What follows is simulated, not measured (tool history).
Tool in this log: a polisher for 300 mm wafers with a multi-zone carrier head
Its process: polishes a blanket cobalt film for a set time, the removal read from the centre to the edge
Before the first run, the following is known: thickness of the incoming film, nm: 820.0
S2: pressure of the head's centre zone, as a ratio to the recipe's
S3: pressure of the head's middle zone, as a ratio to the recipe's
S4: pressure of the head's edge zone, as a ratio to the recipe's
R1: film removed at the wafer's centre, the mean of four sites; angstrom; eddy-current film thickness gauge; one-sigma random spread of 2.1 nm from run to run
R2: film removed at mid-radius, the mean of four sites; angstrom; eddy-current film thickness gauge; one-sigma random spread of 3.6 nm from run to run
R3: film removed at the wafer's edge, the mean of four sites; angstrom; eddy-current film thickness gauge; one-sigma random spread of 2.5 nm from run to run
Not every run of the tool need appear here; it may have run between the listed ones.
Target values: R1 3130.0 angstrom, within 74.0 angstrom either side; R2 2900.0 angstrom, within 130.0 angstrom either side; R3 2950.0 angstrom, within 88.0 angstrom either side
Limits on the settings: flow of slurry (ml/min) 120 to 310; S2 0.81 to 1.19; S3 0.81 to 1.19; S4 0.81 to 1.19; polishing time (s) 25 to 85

Run 1, hour 0.0: flow of slurry (ml/min) 200, S2 1.00, S3 1.00, S4 1.00, polishing time (s) 55. Result: R1 3402.5 angstrom, R2 3499.6 angstrom, R3 3443.0 angstrom.
Run 2, hour 1.7: flow of slurry (ml/min) 200, S2 1.00, S3 1.00, S4 1.00, polishing time (s) 64. Result: R1 3935.3 angstrom, R2 4078.6 angstrom, R3 3999.5 angstrom.
Run 3, hour 4.1: flow of slurry (ml/min) 195, S2 1.00, S3 0.96, S4 0.95, polishing time (s) 60. Result: R1 3729.4 angstrom, R2 3709.4 angstrom, R3 3696.2 angstrom.
Run 4, hour 12.3: flow of slurry (ml/min) 190, S2 1.00, S3 0.94, S4 0.92, polishing time (s) 56. Result: R1 3442.4 angstrom, R2 3275.5 angstrom, R3 3359.8 angstrom.
Run 5, hour 18.2: flow of slurry (ml/min) 180, S2 1.00, S3 0.94, S4 0.89, polishing time (s) 55. Result: R1 3327.7 angstrom, R2 3219.8 angstrom, R3 3229.2 angstrom.
Run 6, hour 21.1: flow of slurry (ml/min) 180, S2 1.00, S3 0.94, S4 0.89, polishing time (s) 42. Result: R1 2514.4 angstrom, R2 2461.9 angstrom, R3 2472.1 angstrom.
Run 7, hour 28.0: flow of slurry (ml/min) 205, S2 1.03, S3 0.95, S4 0.95, polishing time (s) 43. Result: R1 2739.5 angstrom, R2 2585.5 angstrom, R3 2615.2 angstrom.
Run 8, hour 36.6: flow of slurry (ml/min) 260, S2 1.06, S3 1.00, S4 1.05, polishing time (s) 45. Result: R1 3014.6 angstrom, R2 3013.6 angstrom, R3 2949.1 angstrom.

4 next moves are on the table. One of them brings every result within its allowed miss. Which?
Run A, hour 45.2: flow of slurry (ml/min) 270, S2 1.02, S3 0.94, S4 1.01, polishing time (s) 45. Result: R1 ?, R2 ?, R3 ?.
Run B, hour 45.2: flow of slurry (ml/min) 280, S2 1.07, S3 0.95, S4 1.00, polishing time (s) 46. Result: R1 ?, R2 ?, R3 ?.
Run C, hour 45.2: flow of slurry (ml/min) 260, S2 1.06, S3 1.06, S4 1.09, polishing time (s) 43. Result: R1 ?, R2 ?, R3 ?.
Run D, hour 45.2: flow of slurry (ml/min) 300, S2 1.08, S3 1.16, S4 1.09, polishing time (s) 43. Result: R1 ?, R2 ?, R3 ?.

move      R1      R2      R3
   A  2984.3  2879.8  2956.9
   B  3188.2  2981.3  3016.9
   C  2932.1  3031.4  2919.6
   D  3031.9  3326.0  2950.5
A: its largest miss is bigger than the last run's
B: in spec on every target
C: its largest miss is bigger than the last run's
D: its largest miss is bigger than the last run's
The move that meets every target is B.

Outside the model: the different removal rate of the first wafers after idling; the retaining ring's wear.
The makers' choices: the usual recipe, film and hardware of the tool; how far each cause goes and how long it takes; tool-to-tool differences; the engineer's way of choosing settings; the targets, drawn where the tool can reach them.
